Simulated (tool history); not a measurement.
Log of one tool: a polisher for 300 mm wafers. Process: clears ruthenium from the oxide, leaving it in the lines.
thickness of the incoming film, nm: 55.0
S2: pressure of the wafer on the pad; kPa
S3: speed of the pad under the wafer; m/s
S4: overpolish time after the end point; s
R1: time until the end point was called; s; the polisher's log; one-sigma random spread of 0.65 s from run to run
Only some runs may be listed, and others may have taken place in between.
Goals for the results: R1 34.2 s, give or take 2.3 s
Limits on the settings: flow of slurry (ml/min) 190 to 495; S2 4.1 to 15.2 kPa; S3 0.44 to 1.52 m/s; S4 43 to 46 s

Run 1, hour 0: flow of slurry (ml/min) 320, S2 9.7 kPa, S3 0.98 m/s, S4 43 s. Result: R1 67.455 s.
Run 2, hour 2.7: flow of slurry (ml/min) 320, S2 11 kPa, S3 1.02 m/s, S4 43 s. Result: R1 56.125 s.
Run 3, hour 10.8: flow of slurry (ml/min) 320, S2 11 kPa, S3 1.02 m/s, S4 43 s. Result: R1 56.984 s.
Run 4, hour 11.4: flow of slurry (ml/min) 395, S2 11 kPa, S3 1.02 m/s, S4 43 s. Result: R1 55.71 s.
Run 5, hour 15.9: flow of slurry (ml/min) 395, S2 11.7 kPa, S3 1.04 m/s, S4 43 s. Result: R1 51.859 s.
Run 6, hour 24.2: flow of slurry (ml/min) 395, S2 12.4 kPa, S3 1.08 m/s, S4 43 s. Result: R1 47.607 s.
Run 7, hour 30.1: flow of slurry (ml/min) 395, S2 13.1 kPa, S3 1.12 m/s, S4 43 s. Result: R1 43.3 s.
Run 8, hour 38.7: flow of slurry (ml/min) 395, S2 13.8 kPa, S3 1.14 m/s, S4 43 s. Result: R1 41.131 s.
Run 9, hour 47.4: flow of slurry (ml/min) 395, S2 13.8 kPa, S3 1.16 m/s, S4 43 s. Result: R1 40.867 s.
Run 10, hour 55.2: flow of slurry (ml/min) 395, S2 13.8 kPa, S3 1.18 m/s, S4 43 s. Result: R1 39.837 s.
Run 11, hour 60.9: flow of slurry (ml/min) 395, S2 13.8 kPa, S3 1.2 m/s, S4 43 s. Result: R1 38.436 s.

Pick the move, out of 5, that brings all results within their allowed miss; only one does.
Run A, hour 66.6: flow of slurry (ml/min) 460, S2 14.5 kPa, S3 1.28 m/s, S4 45 s. Result: R1 ?.
Run B, hour 66.6: flow of slurry (ml/min) 380, S2 14.5 kPa, S3 1.02 m/s, S4 43 s. Result: R1 ?.
Run C, hour 66.6: flow of slurry (ml/min) 310, S2 13.8 kPa, S3 1.24 m/s, S4 43 s. Result: R1 ?.
Run D, hour 66.6: flow of slurry (ml/min) 460, S2 11 kPa, S3 1.44 m/s, S4 46 s. Result: R1 ?.
Run E, hour 66.6: flow of slurry (ml/min) 405, S2 14.5 kPa, S3 1.08 m/s, S4 46 s. Result: R1 ?.

move      R1
   A  33.846
   B  42.278
   C  37.697
   D  39.547
   E  39.935
A: hits every target within its allowed miss
B: lands further from the targets than the last run did
C: closes in on the targets versus the last run, not all within tolerance yet
D: lands further from the targets than the last run did
E: lands further from the targets than the last run did
The move that meets every target is A.

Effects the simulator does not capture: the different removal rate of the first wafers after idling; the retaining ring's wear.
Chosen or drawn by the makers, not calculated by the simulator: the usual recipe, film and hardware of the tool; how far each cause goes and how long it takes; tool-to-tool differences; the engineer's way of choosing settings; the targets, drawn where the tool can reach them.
